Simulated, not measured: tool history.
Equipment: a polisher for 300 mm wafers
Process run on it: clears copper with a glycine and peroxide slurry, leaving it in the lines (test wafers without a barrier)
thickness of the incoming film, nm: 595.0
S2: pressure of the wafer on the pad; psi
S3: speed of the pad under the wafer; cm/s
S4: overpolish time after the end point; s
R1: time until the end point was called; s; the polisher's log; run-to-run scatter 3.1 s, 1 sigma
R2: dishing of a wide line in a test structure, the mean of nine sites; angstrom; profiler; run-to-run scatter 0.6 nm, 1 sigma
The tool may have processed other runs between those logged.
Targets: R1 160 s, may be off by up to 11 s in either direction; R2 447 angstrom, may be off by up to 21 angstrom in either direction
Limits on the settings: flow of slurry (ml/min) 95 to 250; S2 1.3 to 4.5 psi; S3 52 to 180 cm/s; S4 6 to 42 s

{"run": 1, "hour": 0.0, "flow of slurry (ml/min)": 160, "S2": 2.9, "S3": 116, "S4": 21, "R1": 124.56, "R2": 700.14}
{"run": 2, "hour": 4.8, "flow of slurry (ml/min)": 160, "S2": 2.9, "S3": 102, "S4": 21, "R1": 131.33, "R2": 669.72}
{"run": 3, "hour": 10.8, "flow of slurry (ml/min)": 180, "S2": 2.9, "S3": 102, "S4": 21, "R1": 122.35, "R2": 665.85}
{"run": 4, "hour": 12.6, "flow of slurry (ml/min)": 180, "S2": 2.6, "S3": 100, "S4": 20, "R1": 134.09, "R2": 599.85}
{"run": 5, "hour": 16.9, "flow of slurry (ml/min)": 180, "S2": 2.4, "S3": 98, "S4": 19, "R1": 148.44, "R2": 551.77}
{"run": 6, "hour": 19.1, "flow of slurry (ml/min)": 180, "S2": 2.4, "S3": 70, "S4": 19, "R1": 173.56, "R2": 481.44}
{"run": 7, "hour": 25.7, "flow of slurry (ml/min)": 180, "S2": 2.4, "S3": 70, "S4": 19, "R1": 172.68, "R2": 485.76}
{"run": 8, "hour": 31.1, "flow of slurry (ml/min)": 180, "S2": 2.4, "S3": 70, "S4": 19, "R1": 175.4, "R2": 491.11}
{"run": 9, "hour": 39.4, "flow of slurry (ml/min)": 190, "S2": 2.4, "S3": 70, "S4": 18, "R1": 171.24, "R2": 458.94}
{"run": 10, "hour": 40.3, "flow of slurry (ml/min)": 195, "S2": 2.4, "S3": 70, "S4": 18, "R1": 171.83, "R2": 467.84}
{"run": 11, "hour": 45.3, "flow of slurry (ml/min)": 200, "S2": 2.6, "S3": 72, "S4": 15, "R1": 165.21, "R2": 409.3}
{"run": 12, "hour": 47.5, "flow of slurry (ml/min)": 195, "S2": 2.6, "S3": 72, "S4": 15, "R1": 163.53, "R2": 423.21}
{"run": 13, "hour": 55.8, "flow of slurry (ml/min)": 190, "S2": 2.7, "S3": 72, "S4": 15, "R1": 161.16, "R2": 424.16}

Pick the move, out of 5, that brings all results within their allowed miss; only one does.
{"run": "A", "hour": 64.1, "flow of slurry (ml/min)": 225, "S2": 3.3, "S3": 54, "S4": 18, "R1": "?", "R2": "?"}
{"run": "B", "hour": 64.1, "flow of slurry (ml/min)": 180, "S2": 2.6, "S3": 76, "S4": 16, "R1": "?", "R2": "?"}
{"run": "C", "hour": 64.1, "flow of slurry (ml/min)": 205, "S2": 2.5, "S3": 72, "S4": 14, "R1": "?", "R2": "?"}
{"run": "D", "hour": 64.1, "flow of slurry (ml/min)": 160, "S2": 2.3, "S3": 64, "S4": 19, "R1": "?", "R2": "?"}
{"run": "E", "hour": 64.1, "flow of slurry (ml/min)": 185, "S2": 2.5, "S3": 60, "S4": 21, "R1": "?", "R2": "?"}

move=A R1=155.58 R2=499.65
move=B R1=158.32 R2=439.59
move=C R1=162.84 R2=380.38
move=D R1=186.9 R2=441.92
move=E R1=179.48 R2=501.26
A: pushes the last run's worst result past its target
B: hits every target within its allowed miss
C: its largest miss is bigger than the last run's
D: the worst result of the last run now meets its target, but another is out of spec
E: pushes the last run's worst result past its target
Correct choice: B, which meets every target
